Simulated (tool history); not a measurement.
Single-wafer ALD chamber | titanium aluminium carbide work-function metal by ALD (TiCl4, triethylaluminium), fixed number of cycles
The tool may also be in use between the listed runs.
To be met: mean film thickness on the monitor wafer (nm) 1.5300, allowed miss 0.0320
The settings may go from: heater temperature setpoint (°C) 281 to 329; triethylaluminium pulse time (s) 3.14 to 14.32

| run | hour | heater temperature setpoint (°C) | triethylaluminium pulse time (s) | mean film thickness on the monitor wafer (nm) |
|---|---|---|---|---|
| 1 | 0.0 | 305 | 8.73 | 1.8793 |
| 2 | 4.6 | 305 | 10.71 | 1.9309 |
| 3 | 6.2 | 299 | 8.71 | 1.8194 |
| 4 | 13.3 | 294 | 7.31 | 1.7266 |
| 5 | 19.0 | 291 | 6.51 | 1.6438 |
| 6 | 20.9 | 289 | 6.26 | 1.6031 |
| 7 | 29.6 | 287 | 6.17 | 1.5833 |
| 8 | 33.4 | 286 | 6.11 | 1.5723 |

Which of these 5 next moves meets every target?
| A | 37.2 | 281 | 5.09 | ? |
| B | 37.2 | 286 | 5.57 | ? |
| C | 37.2 | 281 | 5.19 | ? |
| D | 37.2 | 282 | 5.15 | ? |
| E | 37.2 | 297 | 5.98 | ? |

| move | mean film thickness on the monitor wafer (nm) |
|---|---|
| A | 1.4405 |
| B | 1.5315 |
| C | 1.4520 |
| D | 1.4550 |
| E | 1.6594 |
A: takes the result that was furthest off past its target
B: meets every target
C: takes the result that was furthest off past its target
D: takes the result that was furthest off past its target
E: further off than the last run
Answer: B
